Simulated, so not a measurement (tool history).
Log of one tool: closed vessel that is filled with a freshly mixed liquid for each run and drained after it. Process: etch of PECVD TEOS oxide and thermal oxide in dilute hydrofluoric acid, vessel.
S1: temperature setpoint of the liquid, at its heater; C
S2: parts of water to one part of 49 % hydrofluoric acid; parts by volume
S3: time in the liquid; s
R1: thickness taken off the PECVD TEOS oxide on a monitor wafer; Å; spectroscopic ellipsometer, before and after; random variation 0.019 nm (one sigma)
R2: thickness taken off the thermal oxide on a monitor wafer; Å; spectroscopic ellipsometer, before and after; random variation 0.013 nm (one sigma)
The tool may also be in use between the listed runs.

| run | hour | S1 | S2 | S3 | R1 | R2 |
|---|---|---|---|---|---|---|
| 1 | 0 | 26 | 290 | 210 | 87.385 | 33.646 |
| 2 | 8.3 | 24 | 325 | 210 | 70.071 | 26.643 |
| 3 | 13.4 | 27 | 325 | 210 | 77.997 | 29.999 |
| 4 | 20.5 | 27 | 390 | 210 | 61.12 | 24.114 |
| 5 | 26.8 | 25 | 400 | 210 | 56.014 | 21.333 |
| 6 | 33.4 | 25 | 400 | 160 | 42.33 | 16.177 |
| 7 | 42.3 | 24.5 | 405 | 160 | 41.05 | 15.564 |

Forecast run 8:
| 8 | 44.9 | 24 | 410 | 160 | ? | ? |

Run 8 gave R1 39.554 Å, R2 15.463 Å.
